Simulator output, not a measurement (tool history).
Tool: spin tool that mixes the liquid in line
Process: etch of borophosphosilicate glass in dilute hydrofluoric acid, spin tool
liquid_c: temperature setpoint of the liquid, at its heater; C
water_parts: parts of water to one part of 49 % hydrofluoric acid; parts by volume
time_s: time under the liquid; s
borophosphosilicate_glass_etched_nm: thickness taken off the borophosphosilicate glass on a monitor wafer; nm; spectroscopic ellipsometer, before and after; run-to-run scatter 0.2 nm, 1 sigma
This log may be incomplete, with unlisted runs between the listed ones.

run  hour  liquid_c  water_parts  time_s  borophosphosilicate_glass_etched_nm
  1     0        23           95      50                               17.521
  2   8.9        23          115      50                               14.198
  3  12.5        23          135      50                                11.69
  4    17      24.5          120      50                               14.305
  5  20.9        26          110      50                               16.883
  6  26.1      27.5          110      50                               17.479
  7  31.2        28          100      50                               19.938
  8  36.6      28.5           90      50                               22.949

Run 9, settings as shown, results not yet in. Your forecast:
  9  43.5        31           65      50                                    ?

{"run 9": {"borophosphosilicate_glass_etched_nm": 36.651}}
